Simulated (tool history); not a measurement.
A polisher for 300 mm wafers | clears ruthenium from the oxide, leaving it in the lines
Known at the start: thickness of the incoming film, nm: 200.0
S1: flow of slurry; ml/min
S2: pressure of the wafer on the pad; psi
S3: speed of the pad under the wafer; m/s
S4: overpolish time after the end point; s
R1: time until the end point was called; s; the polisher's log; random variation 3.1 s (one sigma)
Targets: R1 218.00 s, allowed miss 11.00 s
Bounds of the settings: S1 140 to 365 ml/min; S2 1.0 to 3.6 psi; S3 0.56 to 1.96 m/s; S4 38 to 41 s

{"run": 1, "hour": 0.0, "S1": 235, "S2": 2.3, "S3": 1.26, "S4": 38, "R1": 146.28}
{"run": 2, "hour": 3.2, "S1": 260, "S2": 2.3, "S3": 1.26, "S4": 38, "R1": 143.22}
{"run": 3, "hour": 4.0, "S1": 260, "S2": 2.0, "S3": 1.24, "S4": 38, "R1": 168.91}
{"run": 4, "hour": 9.9, "S1": 295, "S2": 2.0, "S3": 1.24, "S4": 38, "R1": 164.45}
{"run": 5, "hour": 16.6, "S1": 295, "S2": 1.8, "S3": 1.24, "S4": 38, "R1": 179.8}
{"run": 6, "hour": 25.6, "S1": 295, "S2": 1.7, "S3": 1.24, "S4": 38, "R1": 193.07}
{"run": 7, "hour": 27.3, "S1": 295, "S2": 1.4, "S3": 1.22, "S4": 38, "R1": 237.03}
{"run": 8, "hour": 30.1, "S1": 300, "S2": 1.4, "S3": 1.22, "S4": 38, "R1": 238.99}
{"run": 9, "hour": 36.0, "S1": 300, "S2": 1.6, "S3": 1.24, "S4": 38, "R1": 202.31}
{"hour": 41.4, "done": "worn pad replaced by a new one"}
{"run": 10, "hour": 41.4, "S1": 295, "S2": 1.6, "S3": 1.24, "S4": 38, "R1": 194.8}
{"run": 11, "hour": 49.7, "S1": 290, "S2": 1.6, "S3": 1.24, "S4": 38, "R1": 193.33}

Which of these 4 next moves meets every target?
{"run": "A", "hour": 58.0, "S1": 340, "S2": 1.4, "S3": 1.46, "S4": 41, "R1": "?"}
{"run": "B", "hour": 58.0, "S1": 270, "S2": 1.8, "S3": 1.28, "S4": 39, "R1": "?"}
{"run": "C", "hour": 58.0, "S1": 285, "S2": 1.3, "S3": 1.36, "S4": 41, "R1": "?"}
{"run": "D", "hour": 58.0, "S1": 280, "S2": 1.7, "S3": 1.3, "S4": 38, "R1": "?"}

move=A R1=192.14
move=B R1=175.34
move=C R1=224.38
move=D R1=181.80
A: as far off as the last run
B: further off than the last run
C: meets every target
D: further off than the last run
Move C is the one to make.
